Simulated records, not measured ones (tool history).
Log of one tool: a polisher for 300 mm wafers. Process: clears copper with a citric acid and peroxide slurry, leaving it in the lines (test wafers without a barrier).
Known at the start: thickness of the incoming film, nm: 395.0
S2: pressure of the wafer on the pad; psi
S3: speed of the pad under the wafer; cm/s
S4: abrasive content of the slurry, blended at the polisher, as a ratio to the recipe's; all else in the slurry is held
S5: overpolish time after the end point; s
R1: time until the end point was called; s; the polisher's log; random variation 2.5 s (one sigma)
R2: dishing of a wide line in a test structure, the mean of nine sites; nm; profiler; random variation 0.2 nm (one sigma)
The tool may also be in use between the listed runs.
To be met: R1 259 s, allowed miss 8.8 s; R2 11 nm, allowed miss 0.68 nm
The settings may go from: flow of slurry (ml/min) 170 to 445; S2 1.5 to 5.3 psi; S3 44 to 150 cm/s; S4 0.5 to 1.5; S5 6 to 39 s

{"run": 1, "hour": 0.0, "flow of slurry (ml/min)": 285, "S2": 3.4, "S3": 96, "S4": 1, "S5": 20, "R1": 211.38, "R2": 27.628}
{"run": 2, "hour": 6.7, "flow of slurry (ml/min)": 285, "S2": 3.3, "S3": 96, "S4": 1, "S5": 18, "R1": 216.7, "R2": 24.771}
{"run": 3, "hour": 12.4, "flow of slurry (ml/min)": 285, "S2": 3.2, "S3": 96, "S4": 1, "S5": 17, "R1": 223.81, "R2": 23.195}
{"run": 4, "hour": 17.3, "flow of slurry (ml/min)": 285, "S2": 2.8, "S3": 96, "S4": 1, "S5": 17, "R1": 251.6, "R2": 19.886}
{"run": 5, "hour": 19.8, "flow of slurry (ml/min)": 285, "S2": 2.7, "S3": 98, "S4": 1, "S5": 16, "R1": 260.07, "R2": 18.797}
{"run": 6, "hour": 26.8, "flow of slurry (ml/min)": 285, "S2": 2.7, "S3": 98, "S4": 1, "S5": 20, "R1": 258.33, "R2": 24.017}
{"run": 7, "hour": 27.9, "flow of slurry (ml/min)": 285, "S2": 2.7, "S3": 98, "S4": 1, "S5": 19, "R1": 258.2, "R2": 22.318}
{"run": 8, "hour": 36.3, "flow of slurry (ml/min)": 285, "S2": 2.7, "S3": 98, "S4": 1, "S5": 18, "R1": 258.35, "R2": 21.291}
{"run": 9, "hour": 39.0, "flow of slurry (ml/min)": 290, "S2": 2.5, "S3": 102, "S4": 1, "S5": 8, "R1": 262.6, "R2": 9.4598}

4 next moves are on the table. One of them brings every result within its allowed miss. Which?
{"run": "A", "hour": 41.7, "flow of slurry (ml/min)": 285, "S2": 2.6, "S3": 96, "S4": 0.85, "S5": 9, "R1": "?", "R2": "?"}
{"run": "B", "hour": 41.7, "flow of slurry (ml/min)": 390, "S2": 2.8, "S3": 88, "S4": 1.1, "S5": 9, "R1": "?", "R2": "?"}
{"run": "C", "hour": 41.7, "flow of slurry (ml/min)": 320, "S2": 3.4, "S3": 74, "S4": 1.2, "S5": 8, "R1": "?", "R2": "?"}
{"run": "D", "hour": 41.7, "flow of slurry (ml/min)": 345, "S2": 2.3, "S3": 112, "S4": 1.05, "S5": 8, "R1": "?", "R2": "?"}

move=A R1=284.08 R2=10.128
move=B R1=264.58 R2=10.859
move=C R1=257.99 R2=9.956
move=D R1=260.37 R2=9.8151
A: further off than the last run
B: meets every target
C: nearer than the last run, and not there yet
D: nearer than the last run, and not there yet
Move B is the one to make.
